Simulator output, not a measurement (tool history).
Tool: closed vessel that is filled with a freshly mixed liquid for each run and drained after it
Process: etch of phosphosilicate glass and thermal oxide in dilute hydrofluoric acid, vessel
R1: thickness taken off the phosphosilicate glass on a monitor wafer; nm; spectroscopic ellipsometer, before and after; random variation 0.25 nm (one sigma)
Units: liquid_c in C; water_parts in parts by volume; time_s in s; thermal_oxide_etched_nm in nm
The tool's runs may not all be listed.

Run 1, day 0.000: liquid_c 20.0 C, water_parts 235 parts by volume, time_s 60 s. Result: R1 24.292 nm, thermal_oxide_etched_nm 0.99413 nm.
Run 2, day 0.300: liquid_c 20.0 C, water_parts 320 parts by volume, time_s 60 s. Result: R1 16.261 nm, thermal_oxide_etched_nm 0.66985 nm.
Run 3, day 0.342: liquid_c 20.0 C, water_parts 255 parts by volume, time_s 60 s. Result: R1 21.956 nm, thermal_oxide_etched_nm 0.88525 nm.
Run 4, day 0.571: liquid_c 20.0 C, water_parts 255 parts by volume, time_s 70 s. Result: R1 25.562 nm, thermal_oxide_etched_nm 1.06140 nm.
Run 5, day 0.858: liquid_c 20.0 C, water_parts 255 parts by volume, time_s 55 s. Result: R1 19.674 nm, thermal_oxide_etched_nm 0.81241 nm.
Run 6, day 1.125: liquid_c 20.0 C, water_parts 215 parts by volume, time_s 55 s. Result: R1 24.476 nm, thermal_oxide_etched_nm 1.02160 nm.
Run 7, day 1.404: liquid_c 21.0 C, water_parts 215 parts by volume, time_s 55 s. Result: R1 25.403 nm, thermal_oxide_etched_nm 1.09410 nm.
Run 8, day 1.621: liquid_c 21.0 C, water_parts 210 parts by volume, time_s 55 s. Result: R1 26.394 nm, thermal_oxide_etched_nm 1.03430 nm.
Run 9, day 1.975: liquid_c 21.0 C, water_parts 205 parts by volume, time_s 55 s. Result: R1 27.154 nm, thermal_oxide_etched_nm 1.15800 nm.

The next listed run, before its measurement:
Run 10, day 2.100: liquid_c 21.5 C, water_parts 195 parts by volume, time_s 55 s. Result: R1 ?, thermal_oxide_etched_nm ?.

Run 10 gave R1 29.349 nm, thermal_oxide_etched_nm 1.18010 nm.
